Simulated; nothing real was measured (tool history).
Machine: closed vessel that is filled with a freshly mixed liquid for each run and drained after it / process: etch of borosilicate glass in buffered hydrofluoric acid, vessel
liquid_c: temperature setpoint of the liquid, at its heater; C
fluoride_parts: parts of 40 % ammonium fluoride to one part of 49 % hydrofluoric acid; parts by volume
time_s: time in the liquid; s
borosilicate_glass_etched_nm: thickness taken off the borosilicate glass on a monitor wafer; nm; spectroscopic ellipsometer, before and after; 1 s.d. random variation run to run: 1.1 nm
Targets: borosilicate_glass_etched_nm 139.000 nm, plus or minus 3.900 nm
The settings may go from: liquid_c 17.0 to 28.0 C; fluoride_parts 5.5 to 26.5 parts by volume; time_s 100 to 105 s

run 1 day=0.000 | liquid_c=20.0 fluoride_parts=16.0 time_s=100 | borosilicate_glass_etched_nm=52.155
run 2 day=0.296 | liquid_c=22.0 fluoride_parts=13.5 time_s=100 | borosilicate_glass_etched_nm=68.383
run 3 day=0.554 | liquid_c=22.0 fluoride_parts=16.5 time_s=100 | borosilicate_glass_etched_nm=56.311
run 4 day=0.817 | liquid_c=19.5 fluoride_parts=16.5 time_s=100 | borosilicate_glass_etched_nm=48.242
run 5 day=0.888 | liquid_c=19.5 fluoride_parts=18.5 time_s=100 | borosilicate_glass_etched_nm=43.333
run 6 day=1.267 | liquid_c=21.5 fluoride_parts=15.5 time_s=100 | borosilicate_glass_etched_nm=57.764
-- day=1.562 thermometer replaced
run 7 day=1.562 | liquid_c=23.0 fluoride_parts=13.5 time_s=100 | borosilicate_glass_etched_nm=77.758
run 8 day=1.792 | liquid_c=24.5 fluoride_parts=13.0 time_s=100 | borosilicate_glass_etched_nm=86.840

5 next moves are on the table. One of them brings every result within its allowed miss. Which?
run A day=2.021 | liquid_c=24.5 fluoride_parts=8.0 time_s=105 | borosilicate_glass_etched_nm=?
run B day=2.021 | liquid_c=26.0 fluoride_parts=8.5 time_s=100 | borosilicate_glass_etched_nm=?
run C day=2.021 | liquid_c=24.0 fluoride_parts=8.5 time_s=100 | borosilicate_glass_etched_nm=?
run D day=2.021 | liquid_c=26.0 fluoride_parts=8.5 time_s=105 | borosilicate_glass_etched_nm=?
run E day=2.021 | liquid_c=23.5 fluoride_parts=8.5 time_s=105 | borosilicate_glass_etched_nm=?

move=A borosilicate_glass_etched_nm=144.460
move=B borosilicate_glass_etched_nm=139.330
move=C borosilicate_glass_etched_nm=125.310
move=D borosilicate_glass_etched_nm=146.300
move=E borosilicate_glass_etched_nm=128.100
A: takes the biggest miss from the last run beyond its target
B: every result within its allowed miss
C: nearer than the last run, and not there yet
D: takes the biggest miss from the last run beyond its target
E: nearer than the last run, and not there yet
So the answer is move B, the one that meets all the targets.
